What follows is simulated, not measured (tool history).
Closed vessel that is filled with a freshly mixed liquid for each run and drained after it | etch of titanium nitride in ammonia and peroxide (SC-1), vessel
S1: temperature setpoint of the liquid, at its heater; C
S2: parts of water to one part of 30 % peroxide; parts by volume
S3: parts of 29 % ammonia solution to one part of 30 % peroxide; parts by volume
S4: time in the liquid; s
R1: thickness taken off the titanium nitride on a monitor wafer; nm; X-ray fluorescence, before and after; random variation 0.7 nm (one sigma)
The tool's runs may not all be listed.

run,hour,S1,S2,S3,S4,R1
1,0,54,23.5,0.45,1760,79.375
2,6.2,54.5,23.5,0.45,1760,81.55
3,10.8,54.5,17.5,0.45,1760,96.884
4,12.4,54.5,17.5,0.45,1760,96.896
5,18.5,54,17.5,0.45,1760,91.39
6,27.5,48.5,17.5,0.45,1760,63.787
7,28.8,50,17.5,0.45,1760,70.201
8,31.3,51,17.5,0.45,1760,75.038
9,35,52,17.5,0.45,1760,82.152

The next listed run, before its measurement:
10,43.3,52.5,17.5,0.45,1760,?

Run 10 gave R1 83.678 nm.
